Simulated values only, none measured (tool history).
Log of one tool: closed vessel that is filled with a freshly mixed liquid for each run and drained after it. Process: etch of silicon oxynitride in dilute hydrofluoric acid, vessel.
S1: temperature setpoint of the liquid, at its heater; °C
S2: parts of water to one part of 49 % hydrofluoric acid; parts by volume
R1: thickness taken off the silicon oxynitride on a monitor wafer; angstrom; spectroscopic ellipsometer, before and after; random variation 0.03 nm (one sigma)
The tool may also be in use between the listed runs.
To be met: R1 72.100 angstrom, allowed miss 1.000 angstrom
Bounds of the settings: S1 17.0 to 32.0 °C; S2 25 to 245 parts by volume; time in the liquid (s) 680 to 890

{"run": 1, "hour": 0.0, "S1": 24.0, "S2": 135, "time in the liquid (s)": 890, "R1": 92.671}
{"run": 2, "hour": 4.0, "S1": 22.5, "S2": 135, "time in the liquid (s)": 890, "R1": 86.508}
{"run": 3, "hour": 9.9, "S1": 21.0, "S2": 135, "time in the liquid (s)": 890, "R1": 79.613}
{"run": 4, "hour": 13.8, "S1": 21.0, "S2": 90, "time in the liquid (s)": 890, "R1": 123.97}
{"run": 5, "hour": 23.0, "S1": 23.5, "S2": 90, "time in the liquid (s)": 890, "R1": 139.19}
{"hour": 31.2, "done": "thermometer replaced"}
{"run": 6, "hour": 31.2, "S1": 21.0, "S2": 90, "time in the liquid (s)": 890, "R1": 134.43}
{"run": 7, "hour": 33.1, "S1": 20.0, "S2": 100, "time in the liquid (s)": 890, "R1": 114.38}
{"run": 8, "hour": 36.0, "S1": 19.5, "S2": 110, "time in the liquid (s)": 890, "R1": 101.02}
{"run": 9, "hour": 44.5, "S1": 19.0, "S2": 115, "time in the liquid (s)": 890, "R1": 93.354}
{"run": 10, "hour": 46.3, "S1": 18.5, "S2": 120, "time in the liquid (s)": 890, "R1": 87.413}

Which of these 4 next moves meets every target?
{"run": "A", "hour": 48.1, "S1": 20.0, "S2": 145, "time in the liquid (s)": 865, "R1": "?"}
{"run": "B", "hour": 48.1, "S1": 17.0, "S2": 120, "time in the liquid (s)": 820, "R1": "?"}
{"run": "C", "hour": 48.1, "S1": 19.5, "S2": 130, "time in the liquid (s)": 730, "R1": "?"}
{"run": "D", "hour": 48.1, "S1": 17.0, "S2": 125, "time in the liquid (s)": 830, "R1": "?"}

move=A R1=74.005
move=B R1=74.465
move=C R1=68.716
move=D R1=72.130
A: nearer than the last run, and not there yet
B: nearer than the last run, and not there yet
C: takes the result that was furthest off past its target
D: meets every target
The right move is D.

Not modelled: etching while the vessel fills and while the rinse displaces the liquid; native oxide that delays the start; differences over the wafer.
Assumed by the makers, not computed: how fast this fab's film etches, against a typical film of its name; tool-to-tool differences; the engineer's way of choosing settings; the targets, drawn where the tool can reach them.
